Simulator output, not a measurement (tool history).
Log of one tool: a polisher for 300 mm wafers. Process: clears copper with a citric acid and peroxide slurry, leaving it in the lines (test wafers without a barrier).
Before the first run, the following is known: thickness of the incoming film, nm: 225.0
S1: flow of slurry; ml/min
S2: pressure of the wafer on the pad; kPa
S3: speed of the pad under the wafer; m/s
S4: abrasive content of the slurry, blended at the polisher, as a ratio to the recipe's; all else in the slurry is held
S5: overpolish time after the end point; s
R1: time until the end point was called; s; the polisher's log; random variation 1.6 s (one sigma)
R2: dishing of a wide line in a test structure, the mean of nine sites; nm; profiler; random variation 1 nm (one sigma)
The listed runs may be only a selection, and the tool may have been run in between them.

run  hour   S1    S2    S3   S4  S5       R1      R2
  1   0.0  290  21.4  0.88  1.0  26   99.270  40.582
  2   7.7  290  20.0  0.88  1.0  28  105.890  41.135
  3  16.5  290  20.0  0.88  1.0  17  105.860  26.286
  4  17.5  355  20.0  0.88  1.0  17  105.010  27.243
  5  18.9  355  19.3  0.88  1.0  20  106.990  29.196
  6  25.8  355  23.4  0.88  1.0  20   88.459  36.814
  7  30.3  355  22.1  0.86  1.0  23   96.037  38.745

Run 8 is up next; what results do you expect?
  8  36.2  355  21.4  0.84  1.0  25   ?   ?

R1: 100.900 s
R2: 39.066 nm
